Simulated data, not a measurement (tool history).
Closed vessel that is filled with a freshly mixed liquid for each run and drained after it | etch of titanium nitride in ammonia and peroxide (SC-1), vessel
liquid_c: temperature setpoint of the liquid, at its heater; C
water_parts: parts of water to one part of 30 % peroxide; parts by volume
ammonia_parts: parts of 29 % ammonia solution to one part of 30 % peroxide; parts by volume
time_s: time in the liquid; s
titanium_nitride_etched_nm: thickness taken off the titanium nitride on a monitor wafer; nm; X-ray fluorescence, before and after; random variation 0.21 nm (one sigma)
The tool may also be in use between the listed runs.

Run 1, hour 0: liquid_c 62 C, water_parts 12 parts by volume, ammonia_parts 0.6 parts by volume, time_s 240 s. Result: titanium_nitride_etched_nm 16.405 nm.
Run 2, hour 6: liquid_c 62 C, water_parts 14.5 parts by volume, ammonia_parts 0.6 parts by volume, time_s 240 s. Result: titanium_nitride_etched_nm 15.144 nm.
Run 3, hour 12.3: liquid_c 62 C, water_parts 14.5 parts by volume, ammonia_parts 0.6 parts by volume, time_s 240 s. Result: titanium_nitride_etched_nm 15.118 nm.
Run 4, hour 21.1: liquid_c 56 C, water_parts 14.5 parts by volume, ammonia_parts 0.6 parts by volume, time_s 240 s. Result: titanium_nitride_etched_nm 10.17 nm.
Run 5, hour 22: liquid_c 56 C, water_parts 14.5 parts by volume, ammonia_parts 0.6 parts by volume, time_s 185 s. Result: titanium_nitride_etched_nm 7.8164 nm.
Run 6, hour 23.9: liquid_c 56 C, water_parts 14.5 parts by volume, ammonia_parts 0.5 parts by volume, time_s 185 s. Result: titanium_nitride_etched_nm 7.4695 nm.

Run 7 comes next. What will it give?
Run 7, hour 24.6: liquid_c 60 C, water_parts 14 parts by volume, ammonia_parts 0.5 parts by volume, time_s 185 s. Result: titanium_nitride_etched_nm ?.

titanium_nitride_etched_nm: 10.064 nm

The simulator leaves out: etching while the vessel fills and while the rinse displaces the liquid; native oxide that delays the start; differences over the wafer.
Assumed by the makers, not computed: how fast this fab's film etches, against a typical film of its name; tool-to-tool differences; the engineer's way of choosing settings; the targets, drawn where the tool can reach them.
